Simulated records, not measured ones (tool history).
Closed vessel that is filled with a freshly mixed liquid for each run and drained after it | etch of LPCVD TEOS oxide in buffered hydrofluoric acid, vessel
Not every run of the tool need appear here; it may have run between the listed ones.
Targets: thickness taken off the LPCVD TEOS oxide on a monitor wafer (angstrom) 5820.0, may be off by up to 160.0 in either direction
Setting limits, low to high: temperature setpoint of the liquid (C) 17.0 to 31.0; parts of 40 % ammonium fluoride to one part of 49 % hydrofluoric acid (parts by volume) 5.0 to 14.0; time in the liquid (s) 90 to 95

| run | hour | temperature setpoint of the liquid (C) | parts of 40 % ammonium fluoride to one part of 49 % hydrofluoric acid (parts by volume) | time in the liquid (s) | thickness taken off the LPCVD TEOS oxide on a monitor wafer (angstrom) |
|---|---|---|---|---|---|
| 1 | 0.0 | 23.0 | 8.5 | 90 | 4993.9 |
| 2 | 6.6 | 21.5 | 8.5 | 90 | 4590.3 |
| 3 | 8.0 | 22.5 | 8.5 | 90 | 4878.5 |
| 4 | 13.3 | 23.0 | 8.5 | 90 | 4994.2 |
| 5 | 19.1 | 23.5 | 8.5 | 90 | 5178.6 |
| 6 | 26.7 | 24.0 | 8.5 | 90 | 5389.1 |
| 7 | 34.3 | 24.5 | 8.5 | 90 | 5448.3 |
| 8 | 36.9 | 25.0 | 8.5 | 90 | 5547.4 |

5 next moves are on the table. One of them brings every result within its allowed miss. Which?
| A | 39.5 | 25.5 | 8.5 | 90 | ? |
| B | 39.5 | 30.0 | 10.0 | 90 | ? |
| C | 39.5 | 21.5 | 6.5 | 95 | ? |
| D | 39.5 | 26.0 | 8.5 | 95 | ? |
| E | 39.5 | 26.5 | 8.5 | 90 | ? |

| move | thickness taken off the LPCVD TEOS oxide on a monitor wafer (angstrom) |
|---|---|
| A | 5760.0 |
| B | 6271.4 |
| C | 6348.3 |
| D | 6246.0 |
| E | 6078.2 |
A: in spec on every target
B: carries the result that was furthest off beyond its target, to the other side
C: carries the result that was furthest off beyond its target, to the other side
D: carries the result that was furthest off beyond its target, to the other side
E: carries the result that was furthest off beyond its target, to the other side
Correct choice: A, which meets every target

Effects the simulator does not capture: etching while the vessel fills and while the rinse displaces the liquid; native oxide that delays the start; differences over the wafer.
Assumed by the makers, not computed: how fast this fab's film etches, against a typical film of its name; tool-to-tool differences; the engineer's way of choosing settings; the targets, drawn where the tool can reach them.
